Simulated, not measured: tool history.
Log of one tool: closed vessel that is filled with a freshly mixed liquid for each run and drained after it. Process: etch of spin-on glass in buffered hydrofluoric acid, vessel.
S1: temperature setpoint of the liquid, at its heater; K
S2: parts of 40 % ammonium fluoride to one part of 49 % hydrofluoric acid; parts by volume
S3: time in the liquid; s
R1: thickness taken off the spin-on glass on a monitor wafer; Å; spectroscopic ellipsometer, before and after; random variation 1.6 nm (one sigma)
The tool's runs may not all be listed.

run 1 hour=0.0 | S1=295.15 S2=19.5 S3=85 | R1=1272.8
run 2 hour=4.9 | S1=295.15 S2=19.5 S3=95 | R1=1442.4
run 3 hour=10.5 | S1=296.15 S2=19.5 S3=95 | R1=1523.8
run 4 hour=17.0 | S1=297.15 S2=19.5 S3=95 | R1=1588.0
run 5 hour=20.4 | S1=297.15 S2=19.5 S3=85 | R1=1451.8
run 6 hour=21.7 | S1=297.15 S2=22.5 S3=85 | R1=1265.1

The next listed run, before its measurement:
run 7 hour=25.2 | S1=301.15 S2=22.0 S3=85 | R1=?

Run 7 gave R1 1618.3 Å.
